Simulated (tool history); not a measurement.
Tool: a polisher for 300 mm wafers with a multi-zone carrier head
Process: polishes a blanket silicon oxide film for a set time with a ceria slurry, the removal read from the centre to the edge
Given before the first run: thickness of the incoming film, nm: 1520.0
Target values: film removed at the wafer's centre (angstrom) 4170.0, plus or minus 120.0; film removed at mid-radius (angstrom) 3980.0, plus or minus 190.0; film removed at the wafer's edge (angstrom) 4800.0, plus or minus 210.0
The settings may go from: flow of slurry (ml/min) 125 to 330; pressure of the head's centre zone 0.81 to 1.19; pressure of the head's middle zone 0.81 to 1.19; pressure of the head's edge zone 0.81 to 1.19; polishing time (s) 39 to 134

run	hour	flow of slurry (ml/min)	pressure of the head's centre zone	pressure of the head's middle zone	pressure of the head's edge zone	polishing time (s)	film removed at the wafer's centre (angstrom)	film removed at mid-radius (angstrom)	film removed at the wafer's edge (angstrom)
1	0.0	210	1.00	1.00	1.00	86	3797.6	3723.9	4025.8
2	2.2	250	1.00	1.00	1.00	86	3912.3	3720.6	3922.6
3	8.9	250	1.00	1.00	1.00	97	4410.3	4191.7	4491.0
4	13.0	245	1.00	0.99	1.01	97	4442.0	4217.7	4540.7
5	21.3	235	1.00	0.98	1.02	97	4403.7	4135.0	4475.2
6	22.1	235	1.00	0.91	1.02	97	4412.3	3971.4	4532.8
7	26.6	235	1.00	0.91	1.02	97	4378.6	3998.0	4474.7
8	32.3	225	0.99	0.91	1.03	97	4328.7	3979.8	4539.2

Which one of the following 4 next-run settings gets every result inside its allowed miss? There is exactly one.
A	38.0	245	1.06	0.98	0.99	93	?	?	?
B	38.0	125	0.81	0.89	1.02	124	?	?	?
C	38.0	235	0.95	0.89	1.02	102	?	?	?
D	38.0	265	0.90	0.91	1.09	99	?	?	?

move	film removed at the wafer's centre (angstrom)	film removed at mid-radius (angstrom)	film removed at the wafer's edge (angstrom)
A	4435.0	4098.7	4235.6
B	4393.6	4673.1	5421.7
C	4435.4	4132.6	4704.4
D	4180.6	4133.6	4758.5
A: the biggest miss grows against the last run
B: the biggest miss grows against the last run
C: the biggest miss grows against the last run
D: every result within its allowed miss
Move D is the one to make.

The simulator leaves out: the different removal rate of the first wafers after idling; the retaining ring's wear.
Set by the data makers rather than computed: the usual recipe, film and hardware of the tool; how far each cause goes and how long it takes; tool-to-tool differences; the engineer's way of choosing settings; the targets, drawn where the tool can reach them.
